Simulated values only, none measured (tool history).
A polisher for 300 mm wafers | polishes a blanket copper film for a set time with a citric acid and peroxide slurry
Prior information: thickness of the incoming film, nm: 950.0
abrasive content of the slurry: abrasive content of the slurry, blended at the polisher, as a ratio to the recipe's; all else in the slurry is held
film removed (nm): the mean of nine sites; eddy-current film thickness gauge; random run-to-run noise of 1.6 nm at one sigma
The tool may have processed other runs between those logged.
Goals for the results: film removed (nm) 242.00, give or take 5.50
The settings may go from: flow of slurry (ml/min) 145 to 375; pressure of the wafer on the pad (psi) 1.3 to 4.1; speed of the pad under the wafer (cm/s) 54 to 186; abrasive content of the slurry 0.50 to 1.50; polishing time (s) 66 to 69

| run | hour | flow of slurry (ml/min) | pressure of the wafer on the pad (psi) | speed of the pad under the wafer (cm/s) | abrasive content of the slurry | polishing time (s) | film removed (nm) |
|---|---|---|---|---|---|---|---|
| 1 | 0.0 | 240 | 2.7 | 118 | 1.00 | 66 | 134.85 |
| 2 | 4.9 | 240 | 2.7 | 118 | 0.80 | 66 | 129.69 |
| 3 | 11.4 | 245 | 2.9 | 120 | 0.80 | 66 | 141.74 |
| 4 | 17.0 | 245 | 2.9 | 132 | 0.80 | 66 | 154.04 |
| 5 | 25.6 | 215 | 2.9 | 132 | 0.80 | 66 | 150.90 |
| 6 | 33.5 | 215 | 2.9 | 132 | 0.95 | 66 | 158.23 |
| 7 | 42.3 | 215 | 2.9 | 132 | 0.95 | 66 | 155.89 |
| 8 | 50.6 | 260 | 3.6 | 134 | 0.95 | 66 | 193.45 |
| 9 | 53.4 | 260 | 3.7 | 136 | 0.95 | 66 | 202.14 |
| 10 | 61.4 | 260 | 3.8 | 138 | 0.95 | 66 | 209.86 |
| 11 | 67.7 | 260 | 3.8 | 138 | 0.95 | 66 | 207.46 |
| 12 | 73.9 | 290 | 4.1 | 142 | 0.95 | 66 | 233.49 |
| 13 | 78.7 | 290 | 4.1 | 144 | 0.95 | 66 | 235.75 |

Exactly one of the 4 candidate moves below puts every result within its allowed miss. Which one?
| A | 83.5 | 265 | 3.5 | 172 | 0.70 | 66 | ? |
| B | 83.5 | 315 | 3.9 | 148 | 0.95 | 66 | ? |
| C | 83.5 | 375 | 3.7 | 158 | 0.80 | 68 | ? |
| D | 83.5 | 280 | 4.0 | 140 | 1.10 | 66 | ? |

| move | film removed (nm) |
|---|---|
| A | 233.86 |
| B | 234.58 |
| C | 243.64 |
| D | 229.63 |
A: further off than the last run
B: further off than the last run
C: meets every target
D: further off than the last run
C is the move that brings every result within its allowed miss.

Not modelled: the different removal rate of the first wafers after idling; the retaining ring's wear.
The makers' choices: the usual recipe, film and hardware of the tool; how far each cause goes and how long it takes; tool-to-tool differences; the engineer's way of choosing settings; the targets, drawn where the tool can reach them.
